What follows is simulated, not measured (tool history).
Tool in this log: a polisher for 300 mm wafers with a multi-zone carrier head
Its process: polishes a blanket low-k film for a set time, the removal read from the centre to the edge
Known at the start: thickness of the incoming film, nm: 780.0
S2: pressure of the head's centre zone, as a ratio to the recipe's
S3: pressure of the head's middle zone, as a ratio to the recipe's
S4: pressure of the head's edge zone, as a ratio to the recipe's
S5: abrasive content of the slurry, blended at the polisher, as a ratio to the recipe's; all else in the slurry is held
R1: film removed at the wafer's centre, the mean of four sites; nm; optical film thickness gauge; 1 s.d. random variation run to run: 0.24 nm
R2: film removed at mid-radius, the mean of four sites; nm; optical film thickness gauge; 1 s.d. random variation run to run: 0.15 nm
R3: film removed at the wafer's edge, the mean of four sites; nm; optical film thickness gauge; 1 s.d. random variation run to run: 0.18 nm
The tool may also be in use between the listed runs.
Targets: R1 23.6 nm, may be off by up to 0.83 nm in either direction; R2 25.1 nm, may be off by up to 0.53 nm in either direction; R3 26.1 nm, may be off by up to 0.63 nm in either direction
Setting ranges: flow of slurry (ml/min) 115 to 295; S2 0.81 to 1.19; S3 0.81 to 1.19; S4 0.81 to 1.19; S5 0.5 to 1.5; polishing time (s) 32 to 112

run 1 day=0 | flow_of_slurry_(ml/min)=190 S2=1 S3=1 S4=1 S5=1 polishing_time_(s)=72 | R1=38.407 R2=37.811 R3=37.249
run 2 day=0.183 | flow_of_slurry_(ml/min)=175 S2=0.95 S3=0.96 S4=0.96 S5=0.85 polishing_time_(s)=71 | R1=32.684 R2=33.348 R3=33.303
run 3 day=0.467 | flow_of_slurry_(ml/min)=175 S2=0.95 S3=0.96 S4=1 S5=0.85 polishing_time_(s)=71 | R1=32.398 R2=33.437 R3=34.121
run 4 day=0.617 | flow_of_slurry_(ml/min)=175 S2=0.95 S3=0.96 S4=1 S5=1 polishing_time_(s)=71 | R1=35.211 R2=35.621 R3=36.209
run 5 day=0.65 | flow_of_slurry_(ml/min)=165 S2=0.92 S3=0.93 S4=0.95 S5=0.85 polishing_time_(s)=71 | R1=31.143 R2=32.285 R3=32.907
run 6 day=0.775 | flow_of_slurry_(ml/min)=155 S2=0.9 S3=0.9 S4=0.92 S5=0.75 polishing_time_(s)=71 | R1=28.643 R2=29.623 R3=30.843
run 7 day=1.146 | flow_of_slurry_(ml/min)=150 S2=0.89 S3=0.89 S4=0.89 S5=0.7 polishing_time_(s)=71 | R1=27.462 R2=28.315 R3=29.322
run 8 day=1.358 | flow_of_slurry_(ml/min)=145 S2=0.87 S3=0.88 S4=0.87 S5=0.65 polishing_time_(s)=71 | R1=25.412 R2=27.267 R3=28.278
run 9 day=1.438 | flow_of_slurry_(ml/min)=140 S2=0.87 S3=0.87 S4=0.85 S5=0.65 polishing_time_(s)=71 | R1=25.956 R2=26.673 R3=27.689
run 10 day=1.554 | flow_of_slurry_(ml/min)=135 S2=0.86 S3=0.86 S4=0.84 S5=0.65 polishing_time_(s)=71 | R1=25.057 R2=26.157 R3=27.532
run 11 day=1.583 | flow_of_slurry_(ml/min)=135 S2=0.86 S3=0.86 S4=0.83 S5=0.65 polishing_time_(s)=71 | R1=25.441 R2=26.177 R3=27.383
run 12 day=1.746 | flow_of_slurry_(ml/min)=135 S2=0.85 S3=0.86 S4=0.82 S5=0.65 polishing_time_(s)=71 | R1=24.915 R2=26.255 R3=27.069
run 13 day=1.838 | flow_of_slurry_(ml/min)=130 S2=0.85 S3=0.86 S4=0.82 S5=0.65 polishing_time_(s)=71 | R1=24.544 R2=26.253 R3=27.047

Exercise: of the 4 proposed moves below, exactly one satisfies all targets within the stated allowed misses. Which move is it?
run A day=1.929 | flow_of_slurry_(ml/min)=115 S2=0.86 S3=0.81 S4=0.86 S5=0.5 polishing_time_(s)=78 | R1=? R2=? R3=?
run B day=1.929 | flow_of_slurry_(ml/min)=135 S2=0.94 S3=0.87 S4=0.84 S5=0.9 polishing_time_(s)=59 | R1=? R2=? R3=?
run C day=1.929 | flow_of_slurry_(ml/min)=145 S2=0.95 S3=0.92 S4=0.86 S5=0.8 polishing_time_(s)=58 | R1=? R2=? R3=?
run D day=1.929 | flow_of_slurry_(ml/min)=125 S2=0.83 S3=0.85 S4=0.81 S5=0.65 polishing_time_(s)=70 | R1=? R2=? R3=?

move=A R1=24.343 R2=23.524 R3=27.037
move=B R1=26.398 R2=24.604 R3=26.116
move=C R1=25.466 R2=24.542 R3=25.021
move=D R1=23.917 R2=24.846 R3=26.57
A: moves the result that the last run missed by most past its target, out the other side
B: puts the biggest miss on target and leaves a different result outside tolerance
C: moves the result that the last run missed by most past its target, out the other side
D: hits every target within its allowed miss
D is the move that brings every result within its allowed miss.
